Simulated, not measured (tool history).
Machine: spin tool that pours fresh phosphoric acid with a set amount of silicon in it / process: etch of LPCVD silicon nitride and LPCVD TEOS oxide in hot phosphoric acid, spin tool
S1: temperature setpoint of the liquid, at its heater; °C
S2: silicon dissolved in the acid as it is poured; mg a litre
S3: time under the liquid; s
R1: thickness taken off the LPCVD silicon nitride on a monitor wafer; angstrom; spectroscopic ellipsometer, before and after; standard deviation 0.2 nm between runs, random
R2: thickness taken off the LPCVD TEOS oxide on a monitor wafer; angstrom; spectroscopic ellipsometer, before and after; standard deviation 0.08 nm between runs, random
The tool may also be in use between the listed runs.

run  hour     S1    S2   S3      R1       R2
  1     0    162  25.5  180  119.13   2.0139
  2     6    162  31.5  180  119.99   1.3985
  3  11.1    162  39.5  180  120.25  0.83782
  4    13  162.5    37  195  134.34    1.207
  5  14.7    163  35.5  205  143.84   1.4056
  6  16.6    163  35.5  175     120   1.3133
  7  18.2  163.5    34  190  133.76    1.348
  8  27.2    164  31.5  200  143.43   1.7156
  9  32.2  164.5  29.5  210     153   2.0862
 10  35.3  164.5    28  220  158.81    1.907
     37.7  -- heated supply line repaired
 11  37.7    165  24.5  230  193.41   3.6852

Forecast run 12:
 12  40.5  165  24  235   ?   ?

Run 12 came out at R1 197.61 angstrom, R2 5.2154 angstrom.

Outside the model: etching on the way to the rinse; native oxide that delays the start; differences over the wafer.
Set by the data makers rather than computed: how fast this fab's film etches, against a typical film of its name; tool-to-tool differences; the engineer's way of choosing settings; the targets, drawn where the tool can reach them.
